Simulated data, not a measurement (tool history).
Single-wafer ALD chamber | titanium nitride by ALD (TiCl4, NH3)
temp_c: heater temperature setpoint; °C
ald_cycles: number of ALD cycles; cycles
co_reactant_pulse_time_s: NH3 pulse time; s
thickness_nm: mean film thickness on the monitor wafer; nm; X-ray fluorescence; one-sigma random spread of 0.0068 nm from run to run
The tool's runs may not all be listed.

Run 1, day 0: temp_c 385 °C, ald_cycles 123 cycles, co_reactant_pulse_time_s 2.73 s. Result: thickness_nm 2.6487 nm.
Run 2, day 0.342: temp_c 391 °C, ald_cycles 123 cycles, co_reactant_pulse_time_s 2.73 s. Result: thickness_nm 2.6702 nm.
Run 3, day 0.462: temp_c 385 °C, ald_cycles 123 cycles, co_reactant_pulse_time_s 2.37 s. Result: thickness_nm 2.6375 nm.
Run 4, day 0.688: temp_c 395 °C, ald_cycles 123 cycles, co_reactant_pulse_time_s 2.37 s. Result: thickness_nm 2.6556 nm.
Run 5, day 1.008: temp_c 395 °C, ald_cycles 123 cycles, co_reactant_pulse_time_s 2.37 s. Result: thickness_nm 2.6488 nm.
Run 6, day 1.233: temp_c 388 °C, ald_cycles 123 cycles, co_reactant_pulse_time_s 2.09 s. Result: thickness_nm 2.6074 nm.

Run 7, settings as shown, results not yet in. Your forecast:
Run 7, day 1.279: temp_c 388 °C, ald_cycles 123 cycles, co_reactant_pulse_time_s 2.09 s. Result: thickness_nm ?.

thickness_nm: 2.5987 nm

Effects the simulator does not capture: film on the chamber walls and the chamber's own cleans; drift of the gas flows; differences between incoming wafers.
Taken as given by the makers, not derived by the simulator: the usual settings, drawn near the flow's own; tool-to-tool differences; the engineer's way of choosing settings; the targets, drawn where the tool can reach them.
